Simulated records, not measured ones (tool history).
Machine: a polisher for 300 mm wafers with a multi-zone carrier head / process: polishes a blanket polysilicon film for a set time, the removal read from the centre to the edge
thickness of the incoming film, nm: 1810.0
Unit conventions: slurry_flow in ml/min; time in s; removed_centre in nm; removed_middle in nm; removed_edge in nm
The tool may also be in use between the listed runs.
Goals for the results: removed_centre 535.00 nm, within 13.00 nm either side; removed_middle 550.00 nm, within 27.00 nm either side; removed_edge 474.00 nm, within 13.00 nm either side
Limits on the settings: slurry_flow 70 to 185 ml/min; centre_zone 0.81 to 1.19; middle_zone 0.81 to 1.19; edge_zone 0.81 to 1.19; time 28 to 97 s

run  hour  slurry_flow  centre_zone  middle_zone  edge_zone  time  removed_centre  removed_middle  removed_edge
  1   0.0          120         1.00         1.00       1.00    62          644.94          682.22        655.06
  2   4.2          120         1.00         1.06       1.00    62          636.21          722.48        653.26
  3  10.5          120         1.04         1.06       1.00    62          671.30          693.76        657.32
  4  17.2          115         1.04         1.07       0.95    58          620.05          664.09        594.82
  5  21.2          110         1.05         1.06       0.91    56          603.17          620.07        556.68
  6  29.2          110         1.05         1.06       0.97    56          602.92          634.65        573.22
  7  32.5          100         1.05         1.05       0.93    55          572.01          609.85        545.87
  8  34.5           95         1.06         1.05       0.90    54          566.31          598.17        522.06
  9  40.9           70         1.06         1.01       0.81    52          504.97          508.73        463.95
 10  44.2           75         1.06         1.02       0.81    52          510.92          510.46        469.66

Which one of the following 5 next-run settings gets every result inside its allowed miss? There is exactly one.
  A  47.5           80         1.16         1.17       0.82    49               ?               ?             ?
  B  47.5           70         1.03         0.98       0.82    51               ?               ?             ?
  C  47.5           70         1.04         0.91       0.81    52               ?               ?             ?
  D  47.5           75         1.13         1.11       0.90    51               ?               ?             ?
  E  47.5           85         1.01         1.01       0.81    51               ?               ?             ?

move  removed_centre  removed_middle  removed_edge
   A          534.29          565.94        443.72
   B          475.44          491.57        453.90
   C          489.27          471.06        460.76
   D          532.27          554.85        477.35
   E          490.74          526.85        464.43
A: corrects the largest miss of the last run, while another result sits out of spec
B: its largest miss is bigger than the last run's
C: its largest miss is bigger than the last run's
D: all results land within tolerance of their targets
E: its largest miss is bigger than the last run's
Move D is the one to make.
